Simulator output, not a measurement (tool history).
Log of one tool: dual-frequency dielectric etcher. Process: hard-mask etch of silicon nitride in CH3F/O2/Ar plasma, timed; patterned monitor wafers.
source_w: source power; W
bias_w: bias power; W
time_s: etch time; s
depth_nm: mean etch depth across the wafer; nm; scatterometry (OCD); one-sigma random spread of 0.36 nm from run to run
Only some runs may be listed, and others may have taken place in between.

run 1 hour=0.0 | source_w=370 bias_w=84 time_s=98.0 | depth_nm=69.164
run 2 hour=8.4 | source_w=340 bias_w=81 time_s=97.5 | depth_nm=65.162
run 3 hour=13.1 | source_w=390 bias_w=81 time_s=97.5 | depth_nm=68.053
run 4 hour=18.7 | source_w=390 bias_w=87 time_s=97.5 | depth_nm=70.247
run 5 hour=24.4 | source_w=360 bias_w=82 time_s=97.0 | depth_nm=66.947
run 6 hour=25.3 | source_w=340 bias_w=79 time_s=96.5 | depth_nm=63.460
run 7 hour=29.1 | source_w=320 bias_w=78 time_s=96.5 | depth_nm=61.906
run 8 hour=34.2 | source_w=310 bias_w=77 time_s=96.5 | depth_nm=61.165

The next listed run, before its measurement:
run 9 hour=42.2 | source_w=300 bias_w=76 time_s=96.5 | depth_nm=?

Run 9 came out at depth_nm 59.761 nm.
